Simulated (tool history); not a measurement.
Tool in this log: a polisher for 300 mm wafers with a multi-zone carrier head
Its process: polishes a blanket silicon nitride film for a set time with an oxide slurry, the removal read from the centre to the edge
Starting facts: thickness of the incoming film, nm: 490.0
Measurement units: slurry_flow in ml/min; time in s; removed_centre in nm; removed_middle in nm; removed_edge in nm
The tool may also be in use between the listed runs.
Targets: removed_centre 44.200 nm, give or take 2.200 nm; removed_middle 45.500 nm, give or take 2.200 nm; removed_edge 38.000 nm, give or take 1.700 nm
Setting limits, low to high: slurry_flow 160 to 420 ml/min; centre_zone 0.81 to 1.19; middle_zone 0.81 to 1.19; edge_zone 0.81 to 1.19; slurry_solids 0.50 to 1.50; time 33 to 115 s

run	day	slurry_flow	centre_zone	middle_zone	edge_zone	slurry_solids	time	removed_centre	removed_middle	removed_edge
1	0.000	270	1.00	1.00	1.00	1.00	73	53.167	53.555	54.468
2	0.096	270	1.01	1.01	0.98	0.95	73	52.352	52.835	52.745
3	0.225	270	1.02	1.02	0.97	0.90	72	51.196	51.951	49.800
4	0.338	270	1.02	1.02	0.93	0.90	72	50.496	51.894	49.768
5	0.471	270	1.02	0.99	0.93	0.90	72	51.702	49.898	50.325
6	0.758	270	1.02	0.99	0.93	0.90	86	60.920	60.380	59.254
7	1.104	270	1.03	1.00	0.92	0.85	84	60.944	56.706	56.811
8	1.329	270	1.03	1.02	0.91	0.80	82	56.660	54.803	52.281
9	1.425	270	1.03	1.03	0.91	0.75	81	55.892	56.908	51.536
10	1.754	270	1.03	1.03	0.91	0.70	79	52.721	52.921	48.771
11	1.979	270	1.03	1.03	0.90	0.70	78	50.854	53.123	46.957
12	2.021	270	1.03	1.03	0.89	0.70	77	50.954	51.386	47.574
13	2.300	270	1.04	1.04	0.89	0.70	76	51.851	51.459	47.239
14	2.342	270	1.04	1.05	0.89	0.70	75	49.360	50.342	46.931
15	2.579	270	1.03	1.03	0.89	0.70	75	50.625	50.703	46.554
16	2.904	270	1.03	1.04	0.88	0.70	74	48.692	48.284	45.284
17	3.083	270	1.04	1.05	0.88	0.70	73	49.778	49.463	44.459
18	3.138	270	1.04	1.05	0.87	0.70	73	49.757	50.316	44.743
19	3.192	270	1.05	1.06	0.84	0.60	71	46.753	45.294	40.287

Exercise: of the 5 proposed moves below, exactly one satisfies all targets within the stated allowed misses. Which move is it?
A	3.246	210	1.06	1.12	0.81	0.50	74	?	?	?
B	3.246	160	1.07	0.99	0.81	0.60	70	?	?	?
C	3.246	285	1.10	1.14	0.81	0.60	74	?	?	?
D	3.246	300	1.03	1.01	0.82	0.55	77	?	?	?
E	3.246	285	0.95	1.16	0.87	0.60	66	?	?	?

move	removed_centre	removed_middle	removed_edge
A	43.306	46.404	38.194
B	42.312	40.606	37.469
C	49.059	51.248	41.254
D	46.679	47.025	42.215
E	37.753	46.431	37.969
A: every result within its allowed miss
B: brings the last run's worst result on target, with another outside its allowed miss
C: the biggest miss grows against the last run
D: the biggest miss grows against the last run
E: brings the last run's worst result on target, with another outside its allowed miss
Go with A: it meets all targets.

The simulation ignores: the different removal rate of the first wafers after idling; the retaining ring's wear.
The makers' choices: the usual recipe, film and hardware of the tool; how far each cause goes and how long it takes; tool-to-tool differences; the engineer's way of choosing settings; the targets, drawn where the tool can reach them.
